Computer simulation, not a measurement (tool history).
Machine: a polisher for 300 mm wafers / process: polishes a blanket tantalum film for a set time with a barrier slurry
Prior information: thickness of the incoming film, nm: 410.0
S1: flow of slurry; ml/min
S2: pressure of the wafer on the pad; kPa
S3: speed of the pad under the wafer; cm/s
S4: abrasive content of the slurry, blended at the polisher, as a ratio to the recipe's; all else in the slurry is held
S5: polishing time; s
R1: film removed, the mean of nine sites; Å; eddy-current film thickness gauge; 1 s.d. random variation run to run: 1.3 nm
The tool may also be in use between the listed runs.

run,hour,S1,S2,S3,S4,S5,R1
1,0,255,14.5,118,1,85,1463.5
2,9,255,14.5,118,1.15,85,1505.8
3,15.6,255,13.8,118,1.15,85,1445.6
4,21.6,255,13.8,118,1.3,85,1514.9
5,28.3,255,13.1,118,1.3,85,1426.4
6,32.1,225,13.1,118,1.3,85,1442

What does the tool deliver on the next run?
7,35.4,225,13.1,118,1.3,85,?

R1: 1407.1 Å
